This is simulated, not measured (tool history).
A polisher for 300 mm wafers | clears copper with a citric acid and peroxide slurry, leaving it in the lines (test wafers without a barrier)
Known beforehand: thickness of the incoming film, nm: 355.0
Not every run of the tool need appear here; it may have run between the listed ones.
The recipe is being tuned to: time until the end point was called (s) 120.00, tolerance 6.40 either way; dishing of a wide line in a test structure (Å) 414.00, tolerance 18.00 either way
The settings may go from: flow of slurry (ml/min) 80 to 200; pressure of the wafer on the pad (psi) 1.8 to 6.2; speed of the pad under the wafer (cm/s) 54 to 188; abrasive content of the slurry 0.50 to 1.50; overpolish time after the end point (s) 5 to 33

| run | hour | flow of slurry (ml/min) | pressure of the wafer on the pad (psi) | speed of the pad under the wafer (cm/s) | abrasive content of the slurry | overpolish time after the end point (s) | time until the end point was called (s) | dishing of a wide line in a test structure (Å) |
|---|---|---|---|---|---|---|---|---|
| 1 | 0.0 | 130 | 4.0 | 120 | 1.00 | 17 | 133.78 | 266.47 |
| 2 | 5.6 | 130 | 4.0 | 150 | 1.00 | 17 | 111.63 | 321.00 |
| 3 | 11.3 | 130 | 4.0 | 150 | 1.00 | 20 | 108.36 | 360.26 |
| 4 | 14.3 | 130 | 4.0 | 126 | 1.00 | 20 | 128.18 | 327.71 |
| 5 | 20.5 | 130 | 4.0 | 100 | 1.00 | 20 | 162.52 | 270.55 |
| 6 | 24.5 | 130 | 4.4 | 100 | 1.00 | 21 | 147.59 | 298.40 |
|  | 33.5 | slurry blender recalibrated |
| 7 | 33.5 | 130 | 4.7 | 102 | 1.00 | 22 | 129.80 | 343.07 |
| 8 | 39.7 | 130 | 4.8 | 102 | 1.00 | 23 | 124.45 | 366.73 |
| 9 | 45.8 | 130 | 4.8 | 102 | 1.00 | 23 | 127.02 | 364.36 |

Exactly one of the 4 candidate moves below puts every result within its allowed miss. Which one?
| A | 51.9 | 140 | 4.8 | 98 | 1.00 | 31 | ? | ? |
| B | 51.9 | 130 | 5.3 | 100 | 0.95 | 26 | ? | ? |
| C | 51.9 | 145 | 5.0 | 102 | 1.05 | 18 | ? | ? |
| D | 51.9 | 145 | 5.9 | 104 | 0.90 | 19 | ? | ? |

| move | time until the end point was called (s) | dishing of a wide line in a test structure (Å) |
|---|---|---|
| A | 131.17 | 442.84 |
| B | 121.99 | 413.13 |
| C | 119.76 | 317.32 |
| D | 106.57 | 363.21 |
A: moves the result that the last run missed by most past its target, out the other side
B: each result inside its tolerance
C: the biggest miss grows against the last run
D: about as far from the targets as the last run
So the answer is move B, the one that meets all the targets.
